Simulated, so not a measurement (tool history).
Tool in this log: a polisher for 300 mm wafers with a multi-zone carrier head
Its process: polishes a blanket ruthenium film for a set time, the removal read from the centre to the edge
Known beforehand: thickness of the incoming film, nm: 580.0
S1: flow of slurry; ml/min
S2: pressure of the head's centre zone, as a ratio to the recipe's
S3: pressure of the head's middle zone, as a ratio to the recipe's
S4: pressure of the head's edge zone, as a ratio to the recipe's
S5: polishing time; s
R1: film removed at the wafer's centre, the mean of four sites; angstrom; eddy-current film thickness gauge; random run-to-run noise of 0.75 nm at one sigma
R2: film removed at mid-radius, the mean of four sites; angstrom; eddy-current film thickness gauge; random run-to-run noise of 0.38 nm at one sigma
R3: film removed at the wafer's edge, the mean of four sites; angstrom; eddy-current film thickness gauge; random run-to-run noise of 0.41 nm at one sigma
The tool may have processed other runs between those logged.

run  hour   S1    S2    S3    S4  S5      R1      R2      R3
  1     0  160     1     1     1  87  1114.6  1122.1  1120.5
  2   1.6  160     1     1  1.04  87    1132    1123  1152.9
  3   9.6  160  1.06     1  1.04  87  1219.2  1145.9  1143.3
  4  12.6  155  1.06  0.97  1.03  79  1071.5  989.46  1029.4
  5  18.3  150  1.07  0.94     1  74  1015.6  900.24  956.71
  6    24  165  1.07  0.94     1  74  1026.9  909.23  964.97
  7  29.4  160  1.07  0.92  0.97  69  953.42  838.75  881.93
  8    36  150  1.08   0.9  0.96  65  898.49  762.18  815.73
  9  43.9  140  1.08  0.88  0.95  63  849.53  713.45  781.61
 10  50.4  135  1.08  0.87  0.94  62   842.4  687.15  761.75
 11    57  130  1.07  0.86  0.92  61  802.21  662.97  745.78
 12  60.4  125  1.07  0.85   0.9  60  795.17  655.14  716.64
 13  65.6  120  1.07  0.84   0.9  59  769.72  628.94  702.38
 14    69  115  1.07  0.83   0.9  58  749.67  610.49  679.34

What does the tool deliver on the next run?
 15  73.8  110  1.07  0.83  0.9  57   ?   ?   ?

{"run 15": {"R1": 744.08, "R2": 588.32, "R3": 667.65}}

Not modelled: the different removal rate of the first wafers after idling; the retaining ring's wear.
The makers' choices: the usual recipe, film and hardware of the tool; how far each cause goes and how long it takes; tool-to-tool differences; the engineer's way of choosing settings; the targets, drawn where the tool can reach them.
